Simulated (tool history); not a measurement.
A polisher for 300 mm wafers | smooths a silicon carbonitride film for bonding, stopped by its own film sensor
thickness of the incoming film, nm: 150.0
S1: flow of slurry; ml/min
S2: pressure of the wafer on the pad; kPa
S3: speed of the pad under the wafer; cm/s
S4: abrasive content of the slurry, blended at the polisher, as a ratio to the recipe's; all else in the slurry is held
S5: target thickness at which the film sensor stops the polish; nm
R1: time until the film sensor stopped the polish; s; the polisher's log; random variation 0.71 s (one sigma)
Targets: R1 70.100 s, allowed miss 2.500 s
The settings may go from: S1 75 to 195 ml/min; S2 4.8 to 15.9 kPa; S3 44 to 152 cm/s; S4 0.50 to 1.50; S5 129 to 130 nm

| run | day | S1 | S2 | S3 | S4 | S5 | R1 |
|---|---|---|---|---|---|---|---|
| 1 | 0.000 | 125 | 10.3 | 98 | 1.00 | 130 | 111.540 |
| 2 | 0.258 | 130 | 11.0 | 98 | 1.00 | 130 | 107.770 |
| 3 | 0.529 | 150 | 11.0 | 98 | 1.00 | 130 | 102.680 |
| 4 | 0.846 | 150 | 11.0 | 98 | 1.00 | 130 | 103.500 |
| 5 | 1.038 | 150 | 9.0 | 98 | 1.00 | 130 | 125.480 |
| 6 | 1.221 | 175 | 9.0 | 98 | 1.00 | 130 | 121.690 |
| 7 | 1.362 | 175 | 9.7 | 98 | 1.00 | 130 | 115.040 |
| 8 | 1.629 | 175 | 10.3 | 98 | 1.00 | 130 | 107.010 |
| 9 | 1.892 | 175 | 11.0 | 98 | 1.00 | 130 | 102.690 |
| 10 | 2.017 | 185 | 13.8 | 102 | 1.00 | 130 | 78.119 |
| 11 | 2.329 | 185 | 14.5 | 102 | 1.00 | 130 | 75.748 |

5 next moves are on the table. One of them brings every result within its allowed miss. Which?
| A | 2.642 | 195 | 15.9 | 118 | 0.95 | 130 | ? |
| B | 2.642 | 195 | 12.4 | 152 | 1.05 | 130 | ? |
| C | 2.642 | 175 | 13.1 | 100 | 1.15 | 129 | ? |
| D | 2.642 | 145 | 15.2 | 104 | 1.20 | 130 | ? |
| E | 2.642 | 155 | 15.9 | 98 | 0.80 | 130 | ? |

| move | R1 |
|---|---|
| A | 63.448 |
| B | 64.929 |
| C | 85.341 |
| D | 69.546 |
| E | 78.716 |
A: takes the result that was furthest off past its target
B: takes the result that was furthest off past its target
C: further off than the last run
D: meets every target
E: further off than the last run
Move D is the one to make.
